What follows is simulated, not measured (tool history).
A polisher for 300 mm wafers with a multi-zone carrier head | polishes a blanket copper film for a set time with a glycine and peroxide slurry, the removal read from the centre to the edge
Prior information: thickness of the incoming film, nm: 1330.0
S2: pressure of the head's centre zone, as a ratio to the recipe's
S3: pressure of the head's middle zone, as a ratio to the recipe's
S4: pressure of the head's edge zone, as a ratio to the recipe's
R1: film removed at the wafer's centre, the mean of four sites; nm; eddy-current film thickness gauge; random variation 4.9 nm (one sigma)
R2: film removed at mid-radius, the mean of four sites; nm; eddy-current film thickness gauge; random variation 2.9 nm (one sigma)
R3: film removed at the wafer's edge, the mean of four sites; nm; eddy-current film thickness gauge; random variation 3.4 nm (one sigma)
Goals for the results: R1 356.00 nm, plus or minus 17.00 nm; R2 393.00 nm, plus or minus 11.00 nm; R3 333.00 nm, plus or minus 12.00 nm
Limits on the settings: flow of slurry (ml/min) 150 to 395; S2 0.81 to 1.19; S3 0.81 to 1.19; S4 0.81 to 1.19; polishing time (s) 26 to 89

Run 1, hour 0.0: flow of slurry (ml/min) 250, S2 1.00, S3 1.00, S4 1.00, polishing time (s) 57. Result: R1 442.50 nm, R2 440.29 nm, R3 453.01 nm.
Run 2, hour 8.3: flow of slurry (ml/min) 250, S2 1.00, S3 1.00, S4 1.00, polishing time (s) 67. Result: R1 507.90 nm, R2 521.44 nm, R3 530.13 nm.
Run 3, hour 11.7: flow of slurry (ml/min) 250, S2 1.00, S3 1.00, S4 0.95, polishing time (s) 67. Result: R1 522.32 nm, R2 519.21 nm, R3 518.40 nm.
Run 4, hour 20.5: flow of slurry (ml/min) 220, S2 1.00, S3 1.00, S4 0.95, polishing time (s) 67. Result: R1 519.76 nm, R2 505.29 nm, R3 508.43 nm.
Run 5, hour 23.3: flow of slurry (ml/min) 225, S2 0.99, S3 1.03, S4 0.92, polishing time (s) 62. Result: R1 475.35 nm, R2 487.23 nm, R3 469.97 nm.
Run 6, hour 26.3: flow of slurry (ml/min) 230, S2 0.99, S3 1.05, S4 0.90, polishing time (s) 58. Result: R1 441.17 nm, R2 459.77 nm, R3 430.55 nm.
Run 7, hour 27.9: flow of slurry (ml/min) 230, S2 0.99, S3 1.06, S4 0.88, polishing time (s) 55. Result: R1 418.83 nm, R2 442.55 nm, R3 409.40 nm.
Run 8, hour 30.1: flow of slurry (ml/min) 225, S2 0.99, S3 1.07, S4 0.86, polishing time (s) 53. Result: R1 395.42 nm, R2 434.70 nm, R3 384.38 nm.
Run 9, hour 31.6: flow of slurry (ml/min) 220, S2 0.99, S3 1.07, S4 0.85, polishing time (s) 52. Result: R1 398.63 nm, R2 417.29 nm, R3 370.33 nm.
Run 10, hour 35.7: flow of slurry (ml/min) 215, S2 0.98, S3 1.08, S4 0.84, polishing time (s) 51. Result: R1 379.77 nm, R2 410.23 nm, R3 362.90 nm.
Run 11, hour 36.7: flow of slurry (ml/min) 215, S2 0.98, S3 1.08, S4 0.84, polishing time (s) 51. Result: R1 380.30 nm, R2 413.24 nm, R3 356.82 nm.
Run 12, hour 45.4: flow of slurry (ml/min) 205, S2 0.97, S3 1.08, S4 0.83, polishing time (s) 51. Result: R1 376.72 nm, R2 402.91 nm, R3 361.47 nm.
Run 13, hour 50.8: flow of slurry (ml/min) 205, S2 0.97, S3 1.09, S4 0.83, polishing time (s) 50. Result: R1 368.58 nm, R2 403.93 nm, R3 353.83 nm.
Run 14, hour 54.2: flow of slurry (ml/min) 200, S2 0.97, S3 1.09, S4 0.83, polishing time (s) 49. Result: R1 361.19 nm, R2 394.48 nm, R3 348.56 nm.
Run 15, hour 58.3: flow of slurry (ml/min) 205, S2 0.97, S3 1.09, S4 0.83, polishing time (s) 49. Result: R1 362.69 nm, R2 396.59 nm, R3 345.14 nm.

Exercise: of the 5 proposed moves below, exactly one satisfies all targets within the stated allowed misses. Which move is it?
Run A, hour 62.4: flow of slurry (ml/min) 210, S2 0.98, S3 1.19, S4 0.81, polishing time (s) 48. Result: R1 ?, R2 ?, R3 ?.
Run B, hour 62.4: flow of slurry (ml/min) 260, S2 0.97, S3 1.19, S4 0.81, polishing time (s) 47. Result: R1 ?, R2 ?, R3 ?.
Run C, hour 62.4: flow of slurry (ml/min) 240, S2 0.88, S3 1.19, S4 0.81, polishing time (s) 47. Result: R1 ?, R2 ?, R3 ?.
Run D, hour 62.4: flow of slurry (ml/min) 200, S2 1.01, S3 1.14, S4 0.85, polishing time (s) 47. Result: R1 ?, R2 ?, R3 ?.
Run E, hour 62.4: flow of slurry (ml/min) 205, S2 0.93, S3 1.10, S4 0.87, polishing time (s) 50. Result: R1 ?, R2 ?, R3 ?.

move      R1      R2      R3
   A  349.92  415.78  342.75
   B  350.36  419.29  343.06
   C  314.04  415.25  340.45
   D  350.01  390.19  341.04
   E  344.09  405.24  367.90
A: corrects the largest miss of the last run, while another result sits out of spec
B: corrects the largest miss of the last run, while another result sits out of spec
C: corrects the largest miss of the last run, while another result sits out of spec
D: every result lands within tolerance
E: its largest miss is bigger than the last run's
So the answer is move D, the one that meets all the targets.
